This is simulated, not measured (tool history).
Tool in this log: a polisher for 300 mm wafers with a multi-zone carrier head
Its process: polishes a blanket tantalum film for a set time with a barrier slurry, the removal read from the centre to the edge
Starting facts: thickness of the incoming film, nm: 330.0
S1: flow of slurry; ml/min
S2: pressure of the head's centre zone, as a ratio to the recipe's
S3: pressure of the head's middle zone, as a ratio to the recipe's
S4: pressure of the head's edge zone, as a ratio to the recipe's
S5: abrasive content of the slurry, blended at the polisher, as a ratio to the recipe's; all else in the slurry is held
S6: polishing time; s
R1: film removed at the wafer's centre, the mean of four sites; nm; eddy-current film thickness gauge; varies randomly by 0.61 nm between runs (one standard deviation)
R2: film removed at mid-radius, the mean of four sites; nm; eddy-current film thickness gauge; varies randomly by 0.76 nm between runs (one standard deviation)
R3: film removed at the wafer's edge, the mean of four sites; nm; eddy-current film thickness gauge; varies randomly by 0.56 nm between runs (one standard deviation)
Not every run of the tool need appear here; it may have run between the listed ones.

run,hour,S1,S2,S3,S4,S5,S6,R1,R2,R3
1,0,160,1,1,1,1,45,71.682,72.87,75.655
2,5,160,1,0.92,1,1,45,73.603,68.466,76.407
3,8,160,1,0.92,1,1,40,64.143,60.392,66.113
4,15.4,160,0.99,0.93,0.99,0.95,40,63.904,60.895,66.478
5,19.7,160,0.99,0.94,0.98,0.9,39,61.888,57.098,62.864
6,28.4,160,0.98,0.96,0.97,0.9,39,59.453,58.573,62.359
7,37.3,160,0.98,0.97,0.95,0.9,39,60.124,57.701,61.866
8,37.9,160,0.98,0.99,0.94,0.85,39,58.167,58.34,60.561
9,46.3,160,0.98,1,0.93,0.85,39,58.836,59.407,59.724
10,53.8,155,0.97,1,0.92,0.85,39,57.297,59.047,59.471

Run 11 has not been measured yet. What should we expect?
11,56.8,155,0.97,1,0.91,0.85,39,?,?,?

R1: 57.194 nm
R2: 59.805 nm
R3: 59.136 nm
